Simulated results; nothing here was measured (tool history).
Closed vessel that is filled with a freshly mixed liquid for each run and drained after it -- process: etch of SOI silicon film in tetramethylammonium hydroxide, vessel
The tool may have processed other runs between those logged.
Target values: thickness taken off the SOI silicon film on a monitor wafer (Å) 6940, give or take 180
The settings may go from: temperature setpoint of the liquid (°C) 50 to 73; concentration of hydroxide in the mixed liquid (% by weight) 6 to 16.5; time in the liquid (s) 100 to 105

run	hour	temperature setpoint of the liquid (°C)	concentration of hydroxide in the mixed liquid (% by weight)	time in the liquid (s)	thickness taken off the SOI silicon film on a monitor wafer (Å)
1	0	60	11	100	3977.9
2	1.5	65	11	100	5457.7
3	4.1	60.5	11	100	4101.9
4	13.1	62	11	100	4419
5	16.9	62	9	100	4894.2
6	22.1	63	9	100	5130.4
7	31.1	64	9	100	5477.8
8	37.1	64.5	9	100	5600.4
9	38.3	65	9	100	5794.3
10	42.4	65.5	9	100	5967.9
11	48.1	68.5	9	100	7120.7

Consider the 5 candidate settings below. Which is the only one whose results all fall within their allowed miss of target?
A	53.8	67	10.5	105	?
B	53.8	66.5	8.5	100	?
C	53.8	66	7.5	100	?
D	53.8	67.5	8	100	?
E	53.8	67.5	10.5	105	?

move	thickness taken off the SOI silicon film on a monitor wafer (Å)
A	6425
B	6415.7
C	6472.8
D	6945.7
E	6619.5
A: moves the result that the last run missed by most past its target, out the other side
B: moves the result that the last run missed by most past its target, out the other side
C: moves the result that the last run missed by most past its target, out the other side
D: each result inside its tolerance
E: moves the result that the last run missed by most past its target, out the other side
D is the move that brings every result within its allowed miss.

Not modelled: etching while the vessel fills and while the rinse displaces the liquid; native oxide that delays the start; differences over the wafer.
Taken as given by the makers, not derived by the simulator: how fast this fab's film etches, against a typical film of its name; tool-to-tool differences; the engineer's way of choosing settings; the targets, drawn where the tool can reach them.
